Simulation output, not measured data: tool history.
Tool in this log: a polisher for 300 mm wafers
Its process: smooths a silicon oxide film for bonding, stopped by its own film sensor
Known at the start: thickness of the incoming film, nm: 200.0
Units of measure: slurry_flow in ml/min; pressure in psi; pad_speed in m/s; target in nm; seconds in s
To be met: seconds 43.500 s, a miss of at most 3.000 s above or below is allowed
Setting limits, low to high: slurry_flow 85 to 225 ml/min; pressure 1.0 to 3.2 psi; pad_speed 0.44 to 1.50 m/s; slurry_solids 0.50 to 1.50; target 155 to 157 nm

Run 1, hour 0.0: slurry_flow 145 ml/min, pressure 2.1 psi, pad_speed 0.96 m/s, slurry_solids 1.00, target 157 nm. Result: seconds 66.226 s.
Run 2, hour 3.8: slurry_flow 145 ml/min, pressure 2.3 psi, pad_speed 0.98 m/s, slurry_solids 1.00, target 157 nm. Result: seconds 62.166 s.
Run 3, hour 12.7: slurry_flow 145 ml/min, pressure 1.8 psi, pad_speed 0.98 m/s, slurry_solids 1.00, target 157 nm. Result: seconds 80.384 s.
Run 4, hour 13.8: slurry_flow 145 ml/min, pressure 1.8 psi, pad_speed 0.98 m/s, slurry_solids 0.80, target 157 nm. Result: seconds 81.741 s.
Run 5, hour 14.8: slurry_flow 145 ml/min, pressure 2.1 psi, pad_speed 0.98 m/s, slurry_solids 0.80, target 157 nm. Result: seconds 69.715 s.
Run 6, hour 21.7: slurry_flow 145 ml/min, pressure 2.1 psi, pad_speed 0.98 m/s, slurry_solids 0.65, target 157 nm. Result: seconds 75.824 s.
Run 7, hour 23.8: slurry_flow 145 ml/min, pressure 2.3 psi, pad_speed 1.00 m/s, slurry_solids 0.65, target 157 nm. Result: seconds 71.861 s.
Run 8, hour 28.0: slurry_flow 145 ml/min, pressure 2.5 psi, pad_speed 1.06 m/s, slurry_solids 0.65, target 157 nm. Result: seconds 58.970 s.
At hour 31.8: worn pad replaced by a new one.
Run 9, hour 31.8: slurry_flow 145 ml/min, pressure 2.6 psi, pad_speed 1.08 m/s, slurry_solids 0.65, target 157 nm. Result: seconds 54.933 s.
Run 10, hour 34.5: slurry_flow 145 ml/min, pressure 2.7 psi, pad_speed 1.08 m/s, slurry_solids 0.65, target 157 nm. Result: seconds 50.955 s.
Run 11, hour 39.4: slurry_flow 145 ml/min, pressure 2.8 psi, pad_speed 1.08 m/s, slurry_solids 0.65, target 157 nm. Result: seconds 49.920 s.
Run 12, hour 46.2: slurry_flow 145 ml/min, pressure 2.9 psi, pad_speed 1.08 m/s, slurry_solids 0.65, target 157 nm. Result: seconds 48.881 s.
Run 13, hour 48.7: slurry_flow 145 ml/min, pressure 3.0 psi, pad_speed 1.08 m/s, slurry_solids 0.65, target 157 nm. Result: seconds 47.861 s.

4 next moves are on the table. One of them brings every result within its allowed miss. Which?
Run A, hour 51.2: slurry_flow 150 ml/min, pressure 3.0 psi, pad_speed 1.18 m/s, slurry_solids 0.70, target 157 nm. Result: seconds ?.
Run B, hour 51.2: slurry_flow 165 ml/min, pressure 2.8 psi, pad_speed 0.96 m/s, slurry_solids 0.55, target 155 nm. Result: seconds ?.
Run C, hour 51.2: slurry_flow 125 ml/min, pressure 2.7 psi, pad_speed 1.06 m/s, slurry_solids 0.75, target 157 nm. Result: seconds ?.
Run D, hour 51.2: slurry_flow 130 ml/min, pressure 3.1 psi, pad_speed 0.94 m/s, slurry_solids 0.80, target 155 nm. Result: seconds ?.

move  seconds
   A   42.182
   B   57.826
   C   51.502
   D   51.114
A: every result within its allowed miss
B: lands further from the targets than the last run did
C: lands further from the targets than the last run did
D: lands further from the targets than the last run did
The move that meets every target is A.
